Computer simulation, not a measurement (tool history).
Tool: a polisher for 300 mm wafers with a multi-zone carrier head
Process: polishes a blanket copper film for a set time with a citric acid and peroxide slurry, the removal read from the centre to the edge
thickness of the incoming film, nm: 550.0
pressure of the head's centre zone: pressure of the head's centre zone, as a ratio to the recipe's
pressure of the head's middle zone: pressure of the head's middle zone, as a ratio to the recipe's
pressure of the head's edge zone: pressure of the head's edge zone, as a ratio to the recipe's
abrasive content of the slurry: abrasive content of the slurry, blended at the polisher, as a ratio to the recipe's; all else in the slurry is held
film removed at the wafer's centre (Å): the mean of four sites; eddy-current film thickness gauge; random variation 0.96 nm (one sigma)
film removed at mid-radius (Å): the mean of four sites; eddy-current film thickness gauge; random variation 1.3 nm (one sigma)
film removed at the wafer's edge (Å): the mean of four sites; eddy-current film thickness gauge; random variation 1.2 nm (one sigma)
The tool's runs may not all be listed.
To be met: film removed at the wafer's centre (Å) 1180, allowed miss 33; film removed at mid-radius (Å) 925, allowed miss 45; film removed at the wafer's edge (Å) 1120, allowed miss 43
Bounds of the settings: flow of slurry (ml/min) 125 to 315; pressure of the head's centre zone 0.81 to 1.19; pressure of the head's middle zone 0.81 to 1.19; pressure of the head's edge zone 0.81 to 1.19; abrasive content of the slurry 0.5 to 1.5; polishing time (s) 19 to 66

run  hour  flow of slurry (ml/min)  pressure of the head's centre zone  pressure of the head's middle zone  pressure of the head's edge zone  abrasive content of the slurry  polishing time (s)  film removed at the wafer's centre (Å)  film removed at mid-radius (Å)  film removed at the wafer's edge (Å)
  1     0                      205                                   1                                   1                                 1                               1                  42                                  1601.5                          1518.1                                1626.2
  2     1                      205                                1.04                                   1                                 1                               1                  42                                  1646.8                          1546.4                                1615.3
  3   6.8                      205                                1.04                                   1                                 1                             0.8                  42                                  1588.3                          1499.8                                1544.1
  4  11.6                      205                                1.04                                   1                                 1                             0.8                  51                                  1953.3                          1833.5                                1872.3
  5  15.3                      200                                1.05                                0.97                                 1                            0.75                  48                                  1831.9                          1662.2                                1764.8
  6  20.1                      200                                1.05                                0.95                              0.99                             0.7                  45                                  1706.8                          1565.9                                1633.1
  7  27.3                      195                                1.06                                0.93                                 1                             0.7                  42                                  1580.8                          1395.1                                1546.1
  8  28.3                      195                                1.07                                0.92                              0.99                            0.65                  40                                  1518.3                          1310.9                                1423.8
  9  35.4                      190                                1.07                                 0.9                              0.99                            0.65                  39                                  1464.3                          1257.5                                  1404
 10  37.7                      185                                1.07                                0.89                              0.99                            0.65                  38                                  1414.8                          1187.4                                1355.3
 11  46.2                      180                                1.07                                0.88                              0.98                            0.65                  37                                  1386.4                          1134.5                                1279.5
 12  52.5                      140                                1.03                                0.81                              1.01                             0.5                  33                                  1079.4                          860.92                                1073.6
 13  57.9                      145                                1.04                                0.81                              1.01                             0.5                  33                                  1086.3                          890.33                                1088.8
 14  65.7                      150                                1.05                                0.81                              1.01                             0.5                  33                                  1117.6                          876.03                                1096.5
 15  67.9                      150                                1.05                                0.81                              1.01                             0.5                  33                                  1122.9                          884.45                                1108.6
 16  73.9                      155                                1.05                                0.81                              1.01                             0.5                  33                                  1128.5                          894.32                                1107.1
 17  77.2                      155                                1.05                                0.81                              1.01                             0.5                  33                                  1127.4                          898.77                                1111.2

5 next moves are on the table. One of them brings every result within its allowed miss. Which?
  A  80.5                      125                                1.17                                0.92                              0.96                             0.5                  33                                       ?                               ?                                     ?
  B  80.5                      125                                1.05                                0.81                              1.02                            0.65                  32                                       ?                               ?                                     ?
  C  80.5                      185                                1.17                                0.81                              1.05                            0.55                  31                                       ?                               ?                                     ?
  D  80.5                      150                                   1                                0.86                              1.02                             0.5                  33                                       ?                               ?                                     ?
  E  80.5                      125                                1.05                                0.81                              0.89                             0.5                  37                                       ?                               ?                                     ?

move  film removed at the wafer's centre (Å)  film removed at mid-radius (Å)  film removed at the wafer's edge (Å)
   A                                  1182.9                          901.79                                1064.5
   B                                  1067.1                          815.86                                1102.2
   C                                  1241.9                          843.45                                  1128
   D                                  1067.9                          894.04                                1133.5
   E                                  1191.4                          911.06                                  1154
A: brings the result that was furthest off to its target, and leaves another outside
B: further off than the last run
C: takes the result that was furthest off past its target
D: further off than the last run
E: meets every target
Move E is the one to make.
